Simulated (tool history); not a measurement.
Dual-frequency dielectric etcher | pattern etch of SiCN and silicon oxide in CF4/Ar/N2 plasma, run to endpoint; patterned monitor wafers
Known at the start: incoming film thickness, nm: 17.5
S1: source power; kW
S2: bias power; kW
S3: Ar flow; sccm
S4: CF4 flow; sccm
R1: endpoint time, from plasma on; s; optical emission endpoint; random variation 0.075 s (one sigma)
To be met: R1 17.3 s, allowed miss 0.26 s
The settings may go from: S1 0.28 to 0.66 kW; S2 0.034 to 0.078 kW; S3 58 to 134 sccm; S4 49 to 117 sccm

| run | hour | S1 | S2 | S3 | S4 | R1 |
|---|---|---|---|---|---|---|
| 1 | 0 | 0.47 | 0.056 | 96 | 83 | 20.093 |
| 2 | 7.6 | 0.5 | 0.056 | 96 | 83 | 19.363 |
| 3 | 16.3 | 0.52 | 0.056 | 96 | 83 | 18.871 |
| 4 | 24.2 | 0.54 | 0.056 | 96 | 83 | 18.672 |
| 5 | 25.2 | 0.54 | 0.056 | 82 | 83 | 18.106 |
| 6 | 28.1 | 0.55 | 0.056 | 82 | 83 | 17.787 |
| 7 | 33.9 | 0.55 | 0.056 | 82 | 83 | 17.922 |
| 8 | 37 | 0.55 | 0.056 | 82 | 83 | 17.864 |
| 9 | 39.3 | 0.56 | 0.056 | 82 | 83 | 17.633 |
| 10 | 47.6 | 0.56 | 0.056 | 82 | 83 | 17.686 |

Which of these 5 next moves meets every target?
| A | 55.9 | 0.61 | 0.054 | 83 | 93 | ? |
| B | 55.9 | 0.65 | 0.059 | 83 | 68 | ? |
| C | 55.9 | 0.52 | 0.061 | 83 | 85 | ? |
| D | 55.9 | 0.55 | 0.058 | 77 | 86 | ? |
| E | 55.9 | 0.58 | 0.054 | 94 | 83 | ? |

| move | R1 |
|---|---|
| A | 16.574 |
| B | 16.415 |
| C | 17.817 |
| D | 17.25 |
| E | 17.867 |
A: takes the result that was furthest off past its target
B: takes the result that was furthest off past its target
C: further off than the last run
D: meets every target
E: further off than the last run
Move D is the one to make.
